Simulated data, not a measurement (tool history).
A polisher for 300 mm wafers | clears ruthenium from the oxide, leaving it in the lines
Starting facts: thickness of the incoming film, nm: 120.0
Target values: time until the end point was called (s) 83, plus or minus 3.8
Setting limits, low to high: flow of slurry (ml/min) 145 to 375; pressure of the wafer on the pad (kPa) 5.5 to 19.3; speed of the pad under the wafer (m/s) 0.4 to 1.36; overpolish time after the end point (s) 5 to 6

run  hour  flow of slurry (ml/min)  pressure of the wafer on the pad (kPa)  speed of the pad under the wafer (m/s)  overpolish time after the end point (s)  time until the end point was called (s)
  1     0                      240                                    12.4                                    0.88                                        6                                   99.333
  2   0.8                      240                                    12.4                                    0.88                                        6                                    98.96
  3   7.2                      240                                    12.4                                    0.68                                        6                                   126.57
  4  11.5                      240                                    12.4                                    0.68                                        6                                    126.1
  5  16.6                      240                                    12.4                                    0.68                                        5                                   127.42
  6  25.1                      240                                      11                                    0.68                                        5                                   142.69
  7  32.4                      240                                    14.5                                    0.72                                        5                                   103.31
  8    39                      240                                    15.2                                    0.72                                        5                                    98.13
  9  47.8                      240                                    15.9                                    0.72                                        5                                   94.658
 10  51.1                      240                                    16.5                                    0.72                                        5                                   92.209
 11  52.8                      240                                    17.2                                    0.72                                        5                                   86.501

Which single option among these 4 for the next run brings every result within its allowed miss of target? Just one does.
  A  54.5                      250                                    17.2                                    0.84                                        5                                        ?
  B  54.5                      190                                    17.2                                     0.7                                        5                                        ?
  C  54.5                      240                                    16.5                                    0.72                                        5                                        ?
  D  54.5                      170                                    17.2                                     0.8                                        5                                        ?

move  time until the end point was called (s)
   A                                   74.219
   B                                    91.88
   C                                   90.081
   D                                   82.318
A: carries the result that was furthest off beyond its target, to the other side
B: further off than the last run
C: further off than the last run
D: hits every target within its allowed miss
The right move is D.
